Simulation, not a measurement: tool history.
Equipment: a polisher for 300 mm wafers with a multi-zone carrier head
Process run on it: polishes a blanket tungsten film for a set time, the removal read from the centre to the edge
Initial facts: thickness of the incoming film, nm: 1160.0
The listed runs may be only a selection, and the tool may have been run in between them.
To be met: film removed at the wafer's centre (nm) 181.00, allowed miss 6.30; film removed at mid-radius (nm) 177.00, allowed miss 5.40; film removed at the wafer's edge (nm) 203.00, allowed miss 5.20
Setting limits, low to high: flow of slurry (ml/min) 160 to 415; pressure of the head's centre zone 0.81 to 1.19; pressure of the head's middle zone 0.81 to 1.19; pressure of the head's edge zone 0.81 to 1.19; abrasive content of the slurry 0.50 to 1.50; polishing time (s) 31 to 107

run,hour,flow of slurry (ml/min),pressure of the head's centre zone,pressure of the head's middle zone,pressure of the head's edge zone,abrasive content of the slurry,polishing time (s),film removed at the wafer's centre (nm),film removed at mid-radius (nm),film removed at the wafer's edge (nm)
1,0.0,265,1.00,1.00,1.00,1.00,69,338.86,327.83,333.29
2,8.8,260,0.98,0.98,0.99,0.95,66,307.76,305.81,308.67
3,9.4,250,0.97,0.96,1.00,0.90,63,285.25,275.69,293.33
4,12.6,250,0.97,0.96,1.00,0.90,49,221.97,218.36,222.26
5,18.1,250,0.97,0.96,1.00,1.05,49,233.60,224.70,239.75
6,21.9,250,0.97,0.90,1.00,1.05,49,234.62,213.12,235.19
7,24.5,200,0.87,0.81,0.96,0.80,47,178.72,168.95,204.32
8,32.9,205,0.87,0.81,0.96,0.80,47,176.95,172.12,201.33

4 next moves are on the table. One of them brings every result within its allowed miss. Which?
A,41.3,250,0.91,0.88,0.85,0.80,45,?,?,?
B,41.3,195,0.91,0.81,0.92,0.85,45,?,?,?
C,41.3,225,0.88,0.81,0.93,0.65,48,?,?,?
D,41.3,235,0.88,0.85,0.95,0.85,45,?,?,?

move,film removed at the wafer's centre (nm),film removed at mid-radius (nm),film removed at the wafer's edge (nm)
A,183.16,180.20,193.09
B,180.20,166.24,195.97
C,175.54,167.21,196.72
D,178.73,176.94,200.84
A: puts the biggest miss on target and leaves a different result outside tolerance
B: the biggest miss grows against the last run
C: the biggest miss grows against the last run
D: every result lands within tolerance
So the answer is move D, the one that meets all the targets.
